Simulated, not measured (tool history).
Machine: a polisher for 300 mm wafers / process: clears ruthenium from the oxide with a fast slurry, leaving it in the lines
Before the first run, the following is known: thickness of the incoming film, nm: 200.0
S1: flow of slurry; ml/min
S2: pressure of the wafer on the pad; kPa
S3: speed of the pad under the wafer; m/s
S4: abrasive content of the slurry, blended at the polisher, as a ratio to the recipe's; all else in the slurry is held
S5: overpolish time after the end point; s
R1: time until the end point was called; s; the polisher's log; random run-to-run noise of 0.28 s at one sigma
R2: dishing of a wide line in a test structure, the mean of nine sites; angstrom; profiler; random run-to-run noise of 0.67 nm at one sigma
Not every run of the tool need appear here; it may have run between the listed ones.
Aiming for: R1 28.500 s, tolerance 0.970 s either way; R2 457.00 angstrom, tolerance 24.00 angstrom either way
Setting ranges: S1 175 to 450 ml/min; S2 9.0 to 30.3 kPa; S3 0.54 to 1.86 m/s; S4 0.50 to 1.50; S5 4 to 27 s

run	day	S1	S2	S3	S4	S5	R1	R2
1	0.000	290	19.3	1.18	1.00	14	41.966	430.16
2	0.317	290	22.8	1.18	1.00	14	38.114	456.74
3	0.496	325	22.8	1.18	1.00	14	37.539	469.06
4	0.867	325	23.4	1.18	1.00	14	37.220	475.31
5	1.175	325	26.9	1.18	1.00	14	33.982	505.15
6	1.217	325	26.9	1.20	1.00	14	33.807	511.45
7	1.379	325	26.9	1.22	1.00	14	33.165	508.22
8	1.704	325	29.0	1.28	1.00	12	29.852	499.77

Pick the move, out of 5, that brings all results within their allowed miss; only one does.
A	2.029	325	28.3	1.24	1.05	16	?	?
B	2.029	260	20.7	1.36	1.40	14	?	?
C	2.029	415	29.0	1.24	0.90	15	?	?
D	2.029	285	28.3	1.36	0.90	15	?	?
E	2.029	305	26.2	1.48	1.00	10	?	?

move	R1	R2
A	30.354	594.78
B	29.779	555.62
C	32.784	546.38
D	31.406	561.01
E	28.170	462.05
A: the biggest miss grows against the last run
B: the biggest miss grows against the last run
C: the biggest miss grows against the last run
D: the biggest miss grows against the last run
E: each result inside its tolerance
E meets every target.

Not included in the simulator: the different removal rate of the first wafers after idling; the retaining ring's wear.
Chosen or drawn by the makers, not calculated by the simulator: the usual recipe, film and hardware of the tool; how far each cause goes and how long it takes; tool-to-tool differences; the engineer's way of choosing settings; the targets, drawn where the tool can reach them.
